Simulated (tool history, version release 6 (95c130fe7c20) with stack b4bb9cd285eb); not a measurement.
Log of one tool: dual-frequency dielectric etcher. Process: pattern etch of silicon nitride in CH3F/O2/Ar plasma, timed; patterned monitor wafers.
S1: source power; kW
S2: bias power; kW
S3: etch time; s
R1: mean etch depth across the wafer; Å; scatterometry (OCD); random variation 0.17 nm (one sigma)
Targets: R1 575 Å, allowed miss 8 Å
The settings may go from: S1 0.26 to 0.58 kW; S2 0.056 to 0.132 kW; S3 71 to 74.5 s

Run 1, hour 0: S1 0.42 kW, S2 0.094 kW, S3 71 s. Result: R1 626.67 Å.
Run 2, hour 5.1: S1 0.4 kW, S2 0.094 kW, S3 71 s. Result: R1 615.14 Å.
Run 3, hour 10.3: S1 0.39 kW, S2 0.094 kW, S3 71 s. Result: R1 611.24 Å.
Run 4, hour 14.9: S1 0.39 kW, S2 0.094 kW, S3 74.5 s. Result: R1 642.84 Å.
Run 5, hour 23.7: S1 0.37 kW, S2 0.094 kW, S3 74.5 s. Result: R1 628.66 Å.
Run 6, hour 26.3: S1 0.36 kW, S2 0.094 kW, S3 74.5 s. Result: R1 628.1 Å.
Run 7, hour 32.9: S1 0.34 kW, S2 0.094 kW, S3 74.5 s. Result: R1 616.49 Å.
Run 8, hour 34.8: S1 0.26 kW, S2 0.092 kW, S3 74.5 s. Result: R1 566.89 Å.

4 next moves are on the table. One of them brings every result within its allowed miss. Which?
Run A, hour 36.7: S1 0.26 kW, S2 0.109 kW, S3 71 s. Result: R1 ?.
Run B, hour 36.7: S1 0.26 kW, S2 0.087 kW, S3 74.5 s. Result: R1 ?.
Run C, hour 36.7: S1 0.28 kW, S2 0.091 kW, S3 73 s. Result: R1 ?.
Run D, hour 36.7: S1 0.26 kW, S2 0.119 kW, S3 71.5 s. Result: R1 ?.

move      R1
   A  579.15
   B   553.2
   C  563.93
   D   605.2
A: meets every target
B: further off than the last run
C: further off than the last run
D: takes the result that was furthest off past its target
Move A is the one to make.
